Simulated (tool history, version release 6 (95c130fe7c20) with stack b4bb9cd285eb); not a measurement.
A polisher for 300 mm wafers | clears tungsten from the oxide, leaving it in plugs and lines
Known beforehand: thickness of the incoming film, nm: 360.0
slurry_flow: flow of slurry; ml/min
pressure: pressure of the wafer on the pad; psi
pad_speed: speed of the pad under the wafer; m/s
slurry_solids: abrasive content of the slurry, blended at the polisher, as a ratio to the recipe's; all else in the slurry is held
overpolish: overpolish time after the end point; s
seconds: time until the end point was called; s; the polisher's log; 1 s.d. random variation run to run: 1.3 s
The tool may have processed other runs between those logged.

run  hour  slurry_flow  pressure  pad_speed  slurry_solids  overpolish  seconds
  1     0          225       4.4       0.86              1          17   85.588
  2   5.8          225       4.4       0.86            0.8          17   92.338
  3   8.2          225       4.8       0.88            0.8          17   86.697
  4  16.4          225       5.1        0.9            0.8          17    80.43
  5  21.5          180       5.1        0.9            0.8          17   77.962
  6  29.2          225       5.1        0.9            0.8          17   78.355

Predict the results of run 7:
  7  31.4          225       5.3       0.92            0.8          17        ?

{"run 7": {"seconds": 74.331}}
